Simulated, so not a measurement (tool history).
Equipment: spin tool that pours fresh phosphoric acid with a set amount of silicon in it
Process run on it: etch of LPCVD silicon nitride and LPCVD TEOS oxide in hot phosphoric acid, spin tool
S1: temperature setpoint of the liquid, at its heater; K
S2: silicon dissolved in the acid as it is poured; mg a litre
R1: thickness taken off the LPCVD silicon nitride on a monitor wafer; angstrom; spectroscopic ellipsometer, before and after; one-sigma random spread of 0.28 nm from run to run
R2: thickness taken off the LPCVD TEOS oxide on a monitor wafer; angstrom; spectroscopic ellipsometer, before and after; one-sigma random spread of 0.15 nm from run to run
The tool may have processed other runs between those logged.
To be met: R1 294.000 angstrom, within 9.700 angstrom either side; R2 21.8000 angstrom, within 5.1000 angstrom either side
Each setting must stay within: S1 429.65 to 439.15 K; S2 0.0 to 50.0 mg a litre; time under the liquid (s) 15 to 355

run 1 hour=0.0 | S1=434.15 S2=29.0 time_under_the_liquid_(s)=180 | R1=155.940 R2=5.3255
run 2 hour=2.4 | S1=434.15 S2=29.0 time_under_the_liquid_(s)=125 | R1=108.700 R2=3.1160
run 3 hour=8.5 | S1=434.15 S2=29.0 time_under_the_liquid_(s)=95 | R1=83.993 R2=2.5299
run 4 hour=14.0 | S1=434.65 S2=26.0 time_under_the_liquid_(s)=125 | R1=112.320 R2=4.0093
run 5 hour=15.2 | S1=434.65 S2=26.0 time_under_the_liquid_(s)=160 | R1=141.940 R2=4.5799
run 6 hour=23.4 | S1=434.65 S2=31.5 time_under_the_liquid_(s)=160 | R1=140.800 R2=4.4562
run 7 hour=26.7 | S1=435.65 S2=27.5 time_under_the_liquid_(s)=175 | R1=158.330 R2=6.0304
run 8 hour=35.5 | S1=438.15 S2=9.5 time_under_the_liquid_(s)=265 | R1=263.350 R2=18.0560

Of the 5 settings listed for the next run, only one would bring every result within its allowed miss of target. Which one?
run A hour=44.3 | S1=438.15 S2=11.5 time_under_the_liquid_(s)=325 | R1=? R2=?
run B hour=44.3 | S1=438.15 S2=20.5 time_under_the_liquid_(s)=275 | R1=? R2=?
run C hour=44.3 | S1=435.15 S2=20.5 time_under_the_liquid_(s)=350 | R1=? R2=?
run D hour=44.3 | S1=439.15 S2=4.0 time_under_the_liquid_(s)=285 | R1=? R2=?
run E hour=44.3 | S1=438.65 S2=2.5 time_under_the_liquid_(s)=275 | R1=? R2=?

move=A R1=319.950 R2=20.8630
move=B R1=270.730 R2=14.0010
move=C R1=312.040 R2=14.3180
move=D R1=289.910 R2=23.0560
move=E R1=275.200 R2=22.0900
A: takes the biggest miss from the last run beyond its target
B: closer than the last run, but not yet in spec
C: takes the biggest miss from the last run beyond its target
D: each result inside its tolerance
E: closer than the last run, but not yet in spec
The right move is D.
